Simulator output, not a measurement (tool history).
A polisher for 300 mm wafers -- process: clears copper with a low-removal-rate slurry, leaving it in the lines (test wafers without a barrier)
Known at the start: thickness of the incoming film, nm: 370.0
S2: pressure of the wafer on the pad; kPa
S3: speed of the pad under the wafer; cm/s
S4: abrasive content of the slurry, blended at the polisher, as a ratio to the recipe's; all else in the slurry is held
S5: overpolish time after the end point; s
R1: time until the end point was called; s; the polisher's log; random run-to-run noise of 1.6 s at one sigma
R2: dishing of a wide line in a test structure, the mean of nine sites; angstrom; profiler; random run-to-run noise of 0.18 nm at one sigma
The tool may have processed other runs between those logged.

run 1 hour=0 | flow_of_slurry_(ml/min)=270 S2=26.9 S3=96 S4=1 S5=14 | R1=101.74 R2=262.04
run 2 hour=0.7 | flow_of_slurry_(ml/min)=330 S2=26.9 S3=96 S4=1 S5=14 | R1=100.42 R2=256.5
run 3 hour=4.7 | flow_of_slurry_(ml/min)=330 S2=26.9 S3=74 S4=1 S5=14 | R1=128.88 R2=218.01
run 4 hour=11.3 | flow_of_slurry_(ml/min)=330 S2=26.9 S3=84 S4=1 S5=14 | R1=112.55 R2=237.98
run 5 hour=12.4 | flow_of_slurry_(ml/min)=330 S2=26.9 S3=84 S4=0.9 S5=14 | R1=114.73 R2=233.68
run 6 hour=18.3 | flow_of_slurry_(ml/min)=350 S2=25.5 S3=86 S4=0.8 S5=12 | R1=124.84 R2=201.22
run 7 hour=23.6 | flow_of_slurry_(ml/min)=365 S2=25.5 S3=86 S4=0.75 S5=10 | R1=126.48 R2=181.15
run 8 hour=31.2 | flow_of_slurry_(ml/min)=375 S2=24.8 S3=88 S4=0.7 S5=9 | R1=130.56 R2=162.69
run 9 hour=33.5 | flow_of_slurry_(ml/min)=385 S2=22.8 S3=96 S4=0.65 S5=8 | R1=132.55 R2=135.66
run 10 hour=41.1 | flow_of_slurry_(ml/min)=420 S2=15.2 S3=124 S4=0.5 S5=4 | R1=166.22 R2=59.154
run 11 hour=46.4 | flow_of_slurry_(ml/min)=420 S2=15.9 S3=124 S4=0.5 S5=4 | R1=160.51 R2=63.596
run 12 hour=52.9 | flow_of_slurry_(ml/min)=420 S2=22.8 S3=126 S4=0.5 S5=5 | R1=111.65 R2=108.62
run 13 hour=57.5 | flow_of_slurry_(ml/min)=420 S2=22.1 S3=128 S4=0.5 S5=5 | R1=113.26 R2=106.91
run 14 hour=64.1 | flow_of_slurry_(ml/min)=420 S2=21.4 S3=130 S4=0.5 S5=5 | R1=116.7 R2=104.14
run 15 hour=68.6 | flow_of_slurry_(ml/min)=420 S2=20.7 S3=132 S4=0.5 S5=5 | R1=116.15 R2=104.46
run 16 hour=73.8 | flow_of_slurry_(ml/min)=420 S2=20 S3=134 S4=0.5 S5=5 | R1=118.99 R2=102.43
run 17 hour=77.8 | flow_of_slurry_(ml/min)=420 S2=19.3 S3=136 S4=0.5 S5=5 | R1=123.24 R2=96.42
run 18 hour=81.7 | flow_of_slurry_(ml/min)=420 S2=18.6 S3=138 S4=0.5 S5=5 | R1=124.79 R2=101.17

Run 19 comes next. What will it give?
run 19 hour=86.8 | flow_of_slurry_(ml/min)=420 S2=19.3 S3=134 S4=0.5 S5=5 | R1=? R2=?

R1: 124.29 s
R2: 97.793 angstrom

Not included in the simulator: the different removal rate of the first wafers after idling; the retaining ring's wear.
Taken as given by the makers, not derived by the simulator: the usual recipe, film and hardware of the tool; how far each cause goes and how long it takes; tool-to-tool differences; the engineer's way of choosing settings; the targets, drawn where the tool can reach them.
